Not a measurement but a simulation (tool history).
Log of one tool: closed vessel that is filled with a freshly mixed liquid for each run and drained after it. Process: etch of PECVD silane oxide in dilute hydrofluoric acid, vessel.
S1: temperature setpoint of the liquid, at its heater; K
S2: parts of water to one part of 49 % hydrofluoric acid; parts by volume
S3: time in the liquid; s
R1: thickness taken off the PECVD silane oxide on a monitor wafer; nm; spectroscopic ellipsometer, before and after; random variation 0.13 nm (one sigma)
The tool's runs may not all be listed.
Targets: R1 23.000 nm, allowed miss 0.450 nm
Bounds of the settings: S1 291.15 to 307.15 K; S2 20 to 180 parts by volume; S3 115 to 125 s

run,hour,S1,S2,S3,R1
1,0.0,299.15,100,115,29.411
2,3.4,299.15,70,115,43.066
3,11.5,302.15,70,115,48.963
4,16.3,299.65,75,115,41.211
5,17.1,299.65,95,115,31.061
6,18.3,299.65,95,115,31.226
7,22.7,298.15,95,115,29.420
8,29.7,297.15,95,115,28.521
9,35.2,296.15,95,115,27.200

Which of these 4 next moves meets every target?
A,40.7,297.65,110,115,?
B,40.7,294.65,100,115,?
C,40.7,293.15,95,115,?
D,40.7,296.15,110,115,?

move,R1
A,24.445
B,24.146
C,24.042
D,23.041
A: nearer than the last run, and not there yet
B: nearer than the last run, and not there yet
C: nearer than the last run, and not there yet
D: meets every target
The right move is D.

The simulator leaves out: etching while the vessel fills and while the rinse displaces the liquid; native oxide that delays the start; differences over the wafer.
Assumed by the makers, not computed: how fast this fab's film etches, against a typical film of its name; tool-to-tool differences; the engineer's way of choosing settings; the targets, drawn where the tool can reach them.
